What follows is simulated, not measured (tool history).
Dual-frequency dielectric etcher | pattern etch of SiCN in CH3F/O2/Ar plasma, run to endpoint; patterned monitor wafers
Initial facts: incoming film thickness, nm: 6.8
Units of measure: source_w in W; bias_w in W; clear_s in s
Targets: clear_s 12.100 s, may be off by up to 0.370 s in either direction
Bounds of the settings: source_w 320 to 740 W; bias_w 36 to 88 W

| run | hour | source_w | bias_w | clear_s |
|---|---|---|---|---|
| 1 | 0.0 | 530 | 62 | 14.363 |
| 2 | 1.2 | 570 | 65 | 13.740 |
| 3 | 6.7 | 490 | 65 | 14.671 |
| 4 | 9.2 | 530 | 67 | 13.875 |
| 5 | 10.6 | 610 | 67 | 12.714 |
| 6 | 11.6 | 550 | 67 | 13.442 |
| 7 | 15.3 | 570 | 68 | 13.234 |
| 8 | 22.0 | 590 | 69 | 12.803 |

5 next moves are on the table. One of them brings every result within its allowed miss. Which?
| A | 28.7 | 550 | 73 | ? |
| B | 28.7 | 600 | 68 | ? |
| C | 28.7 | 600 | 76 | ? |
| D | 28.7 | 570 | 71 | ? |
| E | 28.7 | 550 | 69 | ? |

| move | clear_s |
|---|---|
| A | 13.218 |
| B | 13.085 |
| C | 12.395 |
| D | 13.153 |
| E | 13.590 |
A: misses by more than the last run did
B: misses by more than the last run did
C: all results in spec
D: misses by more than the last run did
E: misses by more than the last run did
Go with C: it meets all targets.
